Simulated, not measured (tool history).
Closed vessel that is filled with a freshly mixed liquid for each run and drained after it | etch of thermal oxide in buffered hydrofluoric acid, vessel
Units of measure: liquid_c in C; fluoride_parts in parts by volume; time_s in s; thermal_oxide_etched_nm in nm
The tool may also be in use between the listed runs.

Run 1, hour 0.0: liquid_c 23.0 C, fluoride_parts 23.0 parts by volume, time_s 100 s. Result: thermal_oxide_etched_nm 56.119 nm.
Run 2, hour 7.1: liquid_c 22.0 C, fluoride_parts 23.0 parts by volume, time_s 100 s. Result: thermal_oxide_etched_nm 52.333 nm.
Run 3, hour 12.1: liquid_c 24.0 C, fluoride_parts 23.0 parts by volume, time_s 100 s. Result: thermal_oxide_etched_nm 58.302 nm.
Run 4, hour 14.4: liquid_c 24.0 C, fluoride_parts 23.0 parts by volume, time_s 110 s. Result: thermal_oxide_etched_nm 64.881 nm.
Run 5, hour 21.6: liquid_c 24.0 C, fluoride_parts 28.0 parts by volume, time_s 110 s. Result: thermal_oxide_etched_nm 57.079 nm.
Run 6, hour 28.4: liquid_c 22.5 C, fluoride_parts 28.0 parts by volume, time_s 110 s. Result: thermal_oxide_etched_nm 52.008 nm.
Run 7, hour 29.6: liquid_c 22.0 C, fluoride_parts 28.0 parts by volume, time_s 110 s. Result: thermal_oxide_etched_nm 50.202 nm.
Run 8, hour 35.2: liquid_c 21.5 C, fluoride_parts 28.0 parts by volume, time_s 110 s. Result: thermal_oxide_etched_nm 49.072 nm.

Run 9, settings as shown, results not yet in. Your forecast:
Run 9, hour 43.7: liquid_c 21.0 C, fluoride_parts 28.0 parts by volume, time_s 110 s. Result: thermal_oxide_etched_nm ?.

Run 9 measured thermal_oxide_etched_nm 48.100 nm.
